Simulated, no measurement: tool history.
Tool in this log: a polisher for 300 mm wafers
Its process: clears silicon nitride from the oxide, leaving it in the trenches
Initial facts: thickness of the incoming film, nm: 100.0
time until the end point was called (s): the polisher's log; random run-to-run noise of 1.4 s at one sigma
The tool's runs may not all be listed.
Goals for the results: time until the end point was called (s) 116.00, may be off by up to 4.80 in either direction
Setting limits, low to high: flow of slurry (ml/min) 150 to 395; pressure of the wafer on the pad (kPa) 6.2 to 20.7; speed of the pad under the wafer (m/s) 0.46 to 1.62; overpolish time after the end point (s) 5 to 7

| run | hour | flow of slurry (ml/min) | pressure of the wafer on the pad (kPa) | speed of the pad under the wafer (m/s) | overpolish time after the end point (s) | time until the end point was called (s) |
|---|---|---|---|---|---|---|
| 1 | 0.0 | 250 | 13.1 | 1.04 | 7 | 161.82 |
| 2 | 2.2 | 250 | 13.1 | 1.04 | 7 | 163.88 |
| 3 | 10.3 | 250 | 13.8 | 1.04 | 7 | 150.94 |
| 4 | 15.6 | 250 | 11.7 | 1.04 | 7 | 179.46 |
| 5 | 20.2 | 250 | 12.4 | 1.04 | 7 | 166.49 |
| 6 | 23.7 | 250 | 12.4 | 0.84 | 7 | 206.05 |
| 7 | 26.7 | 250 | 13.8 | 0.84 | 7 | 187.03 |
| 8 | 35.0 | 250 | 15.2 | 0.84 | 7 | 169.02 |
| 9 | 43.4 | 250 | 15.9 | 0.84 | 7 | 159.61 |
| 10 | 45.4 | 250 | 16.5 | 0.84 | 7 | 157.57 |
| 11 | 49.2 | 250 | 17.2 | 0.84 | 7 | 148.67 |
| 12 | 54.0 | 250 | 17.9 | 0.84 | 7 | 144.07 |
| 13 | 57.1 | 250 | 18.6 | 0.84 | 7 | 135.55 |
| 14 | 62.6 | 250 | 19.3 | 0.84 | 7 | 134.50 |
| 15 | 64.4 | 250 | 19.3 | 0.86 | 7 | 129.91 |
| 16 | 69.4 | 250 | 20.0 | 0.88 | 7 | 124.17 |

Consider the 4 candidate settings below. Which is the only one whose results all fall within their allowed miss of target?
| A | 74.4 | 225 | 17.2 | 1.14 | 7 | ? |
| B | 74.4 | 230 | 19.3 | 0.86 | 5 | ? |
| C | 74.4 | 205 | 19.3 | 0.92 | 7 | ? |
| D | 74.4 | 255 | 17.2 | 1.02 | 5 | ? |

| move | time until the end point was called (s) |
|---|---|
| A | 114.49 |
| B | 131.66 |
| C | 125.99 |
| D | 124.69 |
A: every result within its allowed miss
B: lands further from the targets than the last run did
C: lands further from the targets than the last run did
D: lands further from the targets than the last run did
The right move is A.
